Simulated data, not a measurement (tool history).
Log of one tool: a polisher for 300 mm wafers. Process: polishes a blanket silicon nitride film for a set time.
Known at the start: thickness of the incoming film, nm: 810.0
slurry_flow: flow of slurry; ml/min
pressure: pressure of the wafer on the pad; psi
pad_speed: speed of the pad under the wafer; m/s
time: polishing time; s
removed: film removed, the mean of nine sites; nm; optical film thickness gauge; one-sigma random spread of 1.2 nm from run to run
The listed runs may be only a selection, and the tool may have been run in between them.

run  hour  slurry_flow  pressure  pad_speed  time  removed
  1     0          265       2.4          1    55   62.448
  2   6.6          265       2.4          1    50    57.98
  3  14.4          265       2.4          1    55   63.365
  4  22.5          265       2.6          1    55   66.963
  5  28.1          265       2.8       1.02    55   70.015
  6    34          265       2.8       0.82    55   61.977
  7  41.5          265         3       0.88    55   67.784

Run 8, settings as shown, results not yet in. Your forecast:
  8  47.5          265       3.1       0.94    55        ?

{"run 8": {"removed": 72.227}}
